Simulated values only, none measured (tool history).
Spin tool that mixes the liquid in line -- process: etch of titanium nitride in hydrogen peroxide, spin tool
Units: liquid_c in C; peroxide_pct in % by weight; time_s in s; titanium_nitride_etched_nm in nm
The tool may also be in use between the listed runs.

| run | hour | liquid_c | peroxide_pct | time_s | titanium_nitride_etched_nm |
|---|---|---|---|---|---|
| 1 | 0 | 52 | 21 | 150 | 12.979 |
| 2 | 8.3 | 49 | 21 | 150 | 10.288 |
| 3 | 13.6 | 49 | 24 | 150 | 10.643 |
| 4 | 22 | 49 | 24 | 160 | 11.427 |
|  | 26.3 | heated supply line repaired |
| 5 | 26.3 | 55.5 | 24 | 160 | 22.489 |
| 6 | 30.5 | 51.5 | 24 | 160 | 16.868 |
| 7 | 35.2 | 48.5 | 24 | 160 | 13.693 |
| 8 | 39.9 | 45 | 24 | 160 | 10.587 |
| 9 | 42.2 | 42.5 | 24 | 160 | 8.8005 |
| 10 | 43.9 | 41 | 24 | 160 | 7.9116 |

Predict the results of run 11:
| 11 | 48.6 | 40 | 24 | 160 | ? |

Run 11 measured titanium_nitride_etched_nm 7.2829 nm.
